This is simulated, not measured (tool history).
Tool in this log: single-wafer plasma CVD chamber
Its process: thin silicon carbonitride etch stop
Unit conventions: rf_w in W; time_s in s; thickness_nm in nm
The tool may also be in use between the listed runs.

Run 1, hour 0.0: rf_w 230 W, time_s 27.9 s. Result: thickness_nm 16.461 nm.
Run 2, hour 3.0: rf_w 220 W, time_s 27.7 s. Result: thickness_nm 16.111 nm.
Run 3, hour 7.2: rf_w 195 W, time_s 27.7 s. Result: thickness_nm 15.310 nm.
Run 4, hour 13.7: rf_w 195 W, time_s 29.4 s. Result: thickness_nm 16.429 nm.
Run 5, hour 20.4: rf_w 225 W, time_s 29.4 s. Result: thickness_nm 17.278 nm.
Run 6, hour 21.1: rf_w 225 W, time_s 31.9 s. Result: thickness_nm 18.821 nm.
Run 7, hour 23.3: rf_w 225 W, time_s 31.9 s. Result: thickness_nm 18.734 nm.

Run 8 is up next; what results do you expect?
Run 8, hour 28.4: rf_w 210 W, time_s 31.0 s. Result: thickness_nm ?.

thickness_nm: 17.734 nm

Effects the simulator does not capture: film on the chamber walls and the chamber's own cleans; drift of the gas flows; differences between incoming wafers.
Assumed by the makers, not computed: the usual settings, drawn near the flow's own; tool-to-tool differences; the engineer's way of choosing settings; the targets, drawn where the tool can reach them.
